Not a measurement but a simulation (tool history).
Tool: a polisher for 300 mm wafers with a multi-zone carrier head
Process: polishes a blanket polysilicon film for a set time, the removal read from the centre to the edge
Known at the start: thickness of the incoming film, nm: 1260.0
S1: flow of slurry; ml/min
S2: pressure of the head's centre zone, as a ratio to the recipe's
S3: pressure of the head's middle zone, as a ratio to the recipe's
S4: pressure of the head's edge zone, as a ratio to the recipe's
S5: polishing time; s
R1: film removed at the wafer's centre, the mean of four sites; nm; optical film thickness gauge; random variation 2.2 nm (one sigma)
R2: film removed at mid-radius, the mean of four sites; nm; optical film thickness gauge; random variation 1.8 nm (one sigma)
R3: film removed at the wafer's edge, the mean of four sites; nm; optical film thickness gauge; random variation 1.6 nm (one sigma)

{"run": 1, "hour": 0.0, "S1": 170, "S2": 1, "S3": 1, "S4": 1, "S5": 35, "R1": 242.29, "R2": 246.04, "R3": 245.12}
{"run": 2, "hour": 5.7, "S1": 160, "S2": 0.98, "S3": 0.98, "S4": 0.97, "S5": 31, "R1": 217.95, "R2": 213.36, "R3": 211.87}
{"run": 3, "hour": 14.6, "S1": 160, "S2": 0.98, "S3": 0.98, "S4": 0.93, "S5": 31, "R1": 208.75, "R2": 212.21, "R3": 206.15}
{"run": 4, "hour": 20.5, "S1": 160, "S2": 1.04, "S3": 0.98, "S4": 0.93, "S5": 31, "R1": 222.33, "R2": 209.11, "R3": 206.26}
{"run": 5, "hour": 25.3, "S1": 180, "S2": 1.04, "S3": 0.98, "S4": 0.93, "S5": 31, "R1": 222.51, "R2": 211.01, "R3": 210.45}
{"run": 6, "hour": 33.9, "S1": 180, "S2": 1.04, "S3": 0.98, "S4": 0.93, "S5": 28, "R1": 210.35, "R2": 191.88, "R3": 184.46}
{"run": 7, "hour": 35.7, "S1": 165, "S2": 0.98, "S3": 0.95, "S4": 0.92, "S5": 27, "R1": 182.22, "R2": 179.71, "R3": 178.95}
{"run": 8, "hour": 40.6, "S1": 165, "S2": 0.96, "S3": 0.93, "S4": 0.9, "S5": 27, "R1": 180.86, "R2": 174.24, "R3": 175.98}
{"run": 9, "hour": 42.6, "S1": 160, "S2": 0.93, "S3": 0.92, "S4": 0.88, "S5": 27, "R1": 174.43, "R2": 174.83, "R3": 174.36}
{"run": 10, "hour": 44.6, "S1": 155, "S2": 0.91, "S3": 0.91, "S4": 0.87, "S5": 27, "R1": 168.34, "R2": 171.09, "R3": 171.39}
{"run": 11, "hour": 46.5, "S1": 150, "S2": 0.89, "S3": 0.9, "S4": 0.86, "S5": 27, "R1": 165.91, "R2": 169.34, "R3": 173.44}

Forecast run 12:
{"run": 12, "hour": 47.5, "S1": 150, "S2": 0.89, "S3": 0.9, "S4": 0.86, "S5": 27, "R1": "?", "R2": "?", "R3": "?"}

Run 12 gave R1 163.06 nm, R2 172.57 nm, R3 170.9 nm.

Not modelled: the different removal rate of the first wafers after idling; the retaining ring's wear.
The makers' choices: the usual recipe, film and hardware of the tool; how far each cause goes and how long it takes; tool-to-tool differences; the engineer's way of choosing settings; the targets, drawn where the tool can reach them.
